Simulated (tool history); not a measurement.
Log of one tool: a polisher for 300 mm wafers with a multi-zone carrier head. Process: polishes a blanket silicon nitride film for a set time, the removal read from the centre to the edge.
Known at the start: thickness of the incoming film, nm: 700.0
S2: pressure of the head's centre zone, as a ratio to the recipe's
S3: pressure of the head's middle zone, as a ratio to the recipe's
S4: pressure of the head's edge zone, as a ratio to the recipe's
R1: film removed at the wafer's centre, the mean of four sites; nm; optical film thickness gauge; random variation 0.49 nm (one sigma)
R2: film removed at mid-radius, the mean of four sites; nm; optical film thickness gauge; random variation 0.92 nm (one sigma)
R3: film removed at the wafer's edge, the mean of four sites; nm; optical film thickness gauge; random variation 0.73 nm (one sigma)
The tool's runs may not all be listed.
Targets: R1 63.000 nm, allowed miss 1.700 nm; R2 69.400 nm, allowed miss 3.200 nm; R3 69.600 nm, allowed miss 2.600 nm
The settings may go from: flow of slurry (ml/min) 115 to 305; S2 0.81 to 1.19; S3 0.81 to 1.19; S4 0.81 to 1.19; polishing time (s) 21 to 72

run 1 hour=0.0 | flow_of_slurry_(ml/min)=195 S2=1.00 S3=1.00 S4=1.00 polishing_time_(s)=46 | R1=92.070 R2=89.217 R3=92.690
run 2 hour=5.4 | flow_of_slurry_(ml/min)=185 S2=0.95 S3=0.99 S4=0.96 polishing_time_(s)=43 | R1=81.143 R2=84.333 R3=81.513
run 3 hour=13.8 | flow_of_slurry_(ml/min)=170 S2=0.91 S3=0.95 S4=0.96 polishing_time_(s)=42 | R1=74.668 R2=76.518 R3=82.078
run 4 hour=19.0 | flow_of_slurry_(ml/min)=170 S2=0.85 S3=0.95 S4=0.96 polishing_time_(s)=42 | R1=69.038 R2=77.347 R3=81.068
run 5 hour=22.4 | flow_of_slurry_(ml/min)=165 S2=0.85 S3=0.94 S4=0.92 polishing_time_(s)=41 | R1=68.032 R2=75.208 R3=76.529
run 6 hour=27.0 | flow_of_slurry_(ml/min)=165 S2=0.85 S3=1.00 S4=0.92 polishing_time_(s)=41 | R1=68.770 R2=79.896 R3=75.840
run 7 hour=34.4 | flow_of_slurry_(ml/min)=155 S2=0.84 S3=0.97 S4=0.90 polishing_time_(s)=40 | R1=64.544 R2=73.826 R3=73.886
run 8 hour=42.7 | flow_of_slurry_(ml/min)=150 S2=0.84 S3=0.96 S4=0.88 polishing_time_(s)=40 | R1=65.299 R2=72.262 R3=72.341
run 9 hour=50.6 | flow_of_slurry_(ml/min)=145 S2=0.84 S3=0.96 S4=0.87 polishing_time_(s)=40 | R1=64.351 R2=73.707 R3=73.132

Which of these 4 next moves meets every target?
run A hour=58.5 | flow_of_slurry_(ml/min)=185 S2=0.84 S3=0.93 S4=0.86 polishing_time_(s)=38 | R1=? R2=? R3=?
run B hour=58.5 | flow_of_slurry_(ml/min)=150 S2=0.88 S3=0.91 S4=0.86 polishing_time_(s)=40 | R1=? R2=? R3=?
run C hour=58.5 | flow_of_slurry_(ml/min)=160 S2=0.85 S3=1.04 S4=0.81 polishing_time_(s)=39 | R1=? R2=? R3=?
run D hour=58.5 | flow_of_slurry_(ml/min)=120 S2=0.81 S3=1.02 S4=0.87 polishing_time_(s)=42 | R1=? R2=? R3=?

move=A R1=63.423 R2=69.951 R3=70.197
move=B R1=67.930 R2=70.422 R3=72.510
move=C R1=64.617 R2=77.480 R3=69.148
move=D R1=63.418 R2=78.941 R3=74.759
A: meets every target
B: further off than the last run
C: brings the result that was furthest off to its target, and leaves another outside
D: further off than the last run
Move A is the one to make.
